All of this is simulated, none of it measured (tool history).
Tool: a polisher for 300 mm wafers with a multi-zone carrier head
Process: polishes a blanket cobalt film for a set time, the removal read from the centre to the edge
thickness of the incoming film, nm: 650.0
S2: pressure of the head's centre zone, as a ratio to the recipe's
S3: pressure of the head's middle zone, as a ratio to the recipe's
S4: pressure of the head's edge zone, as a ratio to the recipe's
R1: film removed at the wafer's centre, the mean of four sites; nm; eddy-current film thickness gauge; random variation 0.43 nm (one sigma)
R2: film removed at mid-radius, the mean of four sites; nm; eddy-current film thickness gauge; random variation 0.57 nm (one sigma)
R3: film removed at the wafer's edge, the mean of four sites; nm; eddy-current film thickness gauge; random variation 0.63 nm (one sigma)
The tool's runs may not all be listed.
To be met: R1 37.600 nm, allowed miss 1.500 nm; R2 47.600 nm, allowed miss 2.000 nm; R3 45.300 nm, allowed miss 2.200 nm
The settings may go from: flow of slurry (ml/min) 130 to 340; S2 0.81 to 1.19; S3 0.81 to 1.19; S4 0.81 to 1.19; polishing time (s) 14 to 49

{"run": 1, "day": 0.0, "flow of slurry (ml/min)": 220, "S2": 1.0, "S3": 1.0, "S4": 1.0, "polishing time (s)": 31, "R1": 70.445, "R2": 72.214, "R3": 69.622}
{"run": 2, "day": 0.112, "flow of slurry (ml/min)": 220, "S2": 1.0, "S3": 0.95, "S4": 1.0, "polishing time (s)": 31, "R1": 71.379, "R2": 67.927, "R3": 70.759}
{"run": 3, "day": 0.383, "flow of slurry (ml/min)": 220, "S2": 1.0, "S3": 0.95, "S4": 1.0, "polishing time (s)": 25, "R1": 56.99, "R2": 54.832, "R3": 56.836}
{"run": 4, "day": 0.558, "flow of slurry (ml/min)": 220, "S2": 1.0, "S3": 0.87, "S4": 1.0, "polishing time (s)": 25, "R1": 58.118, "R2": 50.921, "R3": 58.176}
{"run": 5, "day": 0.817, "flow of slurry (ml/min)": 220, "S2": 1.06, "S3": 0.87, "S4": 1.0, "polishing time (s)": 25, "R1": 60.676, "R2": 51.616, "R3": 56.537}
{"run": 6, "day": 1.158, "flow of slurry (ml/min)": 210, "S2": 0.99, "S3": 0.94, "S4": 0.99, "polishing time (s)": 23, "R1": 51.075, "R2": 48.871, "R3": 51.515}
{"run": 7, "day": 1.412, "flow of slurry (ml/min)": 195, "S2": 0.94, "S3": 0.99, "S4": 0.98, "polishing time (s)": 23, "R1": 48.582, "R2": 52.534, "R3": 49.851}
{"run": 8, "day": 1.579, "flow of slurry (ml/min)": 185, "S2": 0.9, "S3": 0.99, "S4": 1.0, "polishing time (s)": 22, "R1": 44.129, "R2": 49.537, "R3": 49.235}
{"run": 9, "day": 1.854, "flow of slurry (ml/min)": 175, "S2": 0.87, "S3": 1.0, "S4": 0.99, "polishing time (s)": 22, "R1": 41.431, "R2": 49.096, "R3": 47.533}
{"run": 10, "day": 1.908, "flow of slurry (ml/min)": 165, "S2": 0.86, "S3": 1.0, "S4": 0.98, "polishing time (s)": 22, "R1": 41.455, "R2": 47.347, "R3": 48.398}
{"run": 11, "day": 2.133, "flow of slurry (ml/min)": 165, "S2": 0.85, "S3": 1.01, "S4": 0.98, "polishing time (s)": 22, "R1": 40.906, "R2": 47.481, "R3": 48.013}
{"run": 12, "day": 2.496, "flow of slurry (ml/min)": 165, "S2": 0.84, "S3": 1.03, "S4": 0.98, "polishing time (s)": 22, "R1": 40.62, "R2": 48.631, "R3": 48.192}
{"run": 13, "day": 2.754, "flow of slurry (ml/min)": 165, "S2": 0.83, "S3": 1.04, "S4": 0.97, "polishing time (s)": 22, "R1": 39.933, "R2": 48.525, "R3": 46.795}

4 next moves are on the table. One of them brings every result within its allowed miss. Which?
{"run": "A", "day": 3.012, "flow of slurry (ml/min)": 210, "S2": 0.94, "S3": 1.16, "S4": 0.93, "polishing time (s)": 20, "R1": "?", "R2": "?", "R3": "?"}
{"run": "B", "day": 3.012, "flow of slurry (ml/min)": 210, "S2": 0.82, "S3": 1.19, "S4": 0.97, "polishing time (s)": 20, "R1": "?", "R2": "?", "R3": "?"}
{"run": "C", "day": 3.012, "flow of slurry (ml/min)": 175, "S2": 0.87, "S3": 1.19, "S4": 1.0, "polishing time (s)": 20, "R1": "?", "R2": "?", "R3": "?"}
{"run": "D", "day": 3.012, "flow of slurry (ml/min)": 175, "S2": 0.82, "S3": 1.05, "S4": 0.99, "polishing time (s)": 21, "R1": "?", "R2": "?", "R3": "?"}

move=A R1=43.578 R2=50.963 R3=43.806
move=B R1=37.978 R2=52.130 R3=44.665
move=C R1=38.938 R2=50.518 R3=44.298
move=D R1=38.477 R2=47.654 R3=46.375
A: further off than the last run
B: brings the result that was furthest off to its target, and leaves another outside
C: brings the result that was furthest off to its target, and leaves another outside
D: meets every target
Move D is the one to make.
